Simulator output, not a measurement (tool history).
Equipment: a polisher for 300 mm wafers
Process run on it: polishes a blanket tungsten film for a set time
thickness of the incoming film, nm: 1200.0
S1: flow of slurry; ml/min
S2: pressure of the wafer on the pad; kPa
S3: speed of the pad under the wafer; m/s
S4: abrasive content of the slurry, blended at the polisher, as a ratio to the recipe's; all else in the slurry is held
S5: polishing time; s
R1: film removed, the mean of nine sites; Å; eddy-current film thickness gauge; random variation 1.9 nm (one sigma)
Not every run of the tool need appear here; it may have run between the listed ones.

run 1 day=0.000 | S1=125 S2=29.0 S3=1.42 S4=1.0 S5=35 | R1=2799.1
run 2 day=0.217 | S1=125 S2=29.0 S3=1.42 S4=1.0 S5=31 | R1=2442.6
run 3 day=0.246 | S1=125 S2=35.9 S3=1.42 S4=1.0 S5=31 | R1=2815.0
run 4 day=0.529 | S1=115 S2=33.1 S3=1.42 S4=1.0 S5=31 | R1=2659.6
run 5 day=0.704 | S1=115 S2=33.1 S3=1.42 S4=1.0 S5=31 | R1=2679.3
run 6 day=1.008 | S1=115 S2=33.1 S3=1.42 S4=1.1 S5=31 | R1=2754.7

Run 7 is up next; what results do you expect?
run 7 day=1.288 | S1=110 S2=31.0 S3=1.42 S4=1.1 S5=31 | R1=?

{"run 7": {"R1": 2631.9}}
